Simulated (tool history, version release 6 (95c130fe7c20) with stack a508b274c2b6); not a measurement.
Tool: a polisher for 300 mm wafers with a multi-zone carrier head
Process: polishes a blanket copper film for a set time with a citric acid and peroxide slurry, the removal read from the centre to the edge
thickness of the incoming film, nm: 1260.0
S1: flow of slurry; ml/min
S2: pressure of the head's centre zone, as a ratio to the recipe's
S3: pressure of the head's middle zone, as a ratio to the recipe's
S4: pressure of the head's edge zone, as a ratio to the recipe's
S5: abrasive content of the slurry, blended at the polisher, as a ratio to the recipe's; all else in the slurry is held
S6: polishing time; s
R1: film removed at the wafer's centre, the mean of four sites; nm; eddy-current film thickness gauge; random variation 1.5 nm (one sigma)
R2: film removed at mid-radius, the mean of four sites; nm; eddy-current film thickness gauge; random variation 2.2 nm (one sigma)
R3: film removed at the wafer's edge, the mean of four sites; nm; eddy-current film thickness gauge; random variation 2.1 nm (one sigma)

Run 1, day 0: S1 135 ml/min, S2 1, S3 1, S4 1, S5 1, S6 59 s. Result: R1 132.09 nm, R2 133.27 nm, R3 128.64 nm.
Run 2, day 0.217: S1 140 ml/min, S2 0.97, S3 1, S4 1.05, S5 1.15, S6 62 s. Result: R1 141.76 nm, R2 146.01 nm, R3 145.83 nm.
Run 3, day 0.562: S1 140 ml/min, S2 0.97, S3 1.08, S4 1.05, S5 1.15, S6 62 s. Result: R1 139.83 nm, R2 159.1 nm, R3 144.56 nm.
Run 4, day 0.662: S1 150 ml/min, S2 0.95, S3 1.06, S4 1.09, S5 1.25, S6 63 s. Result: R1 145.43 nm, R2 159.73 nm, R3 158.32 nm.
Run 5, day 1.004: S1 150 ml/min, S2 0.95, S3 1.06, S4 1.01, S5 1.25, S6 63 s. Result: R1 143.8 nm, R2 161.23 nm, R3 148.66 nm.
Run 6, day 1.246: S1 150 ml/min, S2 0.95, S3 0.99, S4 1.01, S5 1.25, S6 63 s. Result: R1 145.12 nm, R2 157.92 nm, R3 149.45 nm.

Forecast run 7:
Run 7, day 1.525: S1 160 ml/min, S2 0.93, S3 1, S4 1.06, S5 1.35, S6 63 s. Result: R1 ?, R2 ?, R3 ?.

Run 7 gave R1 145.96 nm, R2 162.85 nm, R3 155.94 nm.

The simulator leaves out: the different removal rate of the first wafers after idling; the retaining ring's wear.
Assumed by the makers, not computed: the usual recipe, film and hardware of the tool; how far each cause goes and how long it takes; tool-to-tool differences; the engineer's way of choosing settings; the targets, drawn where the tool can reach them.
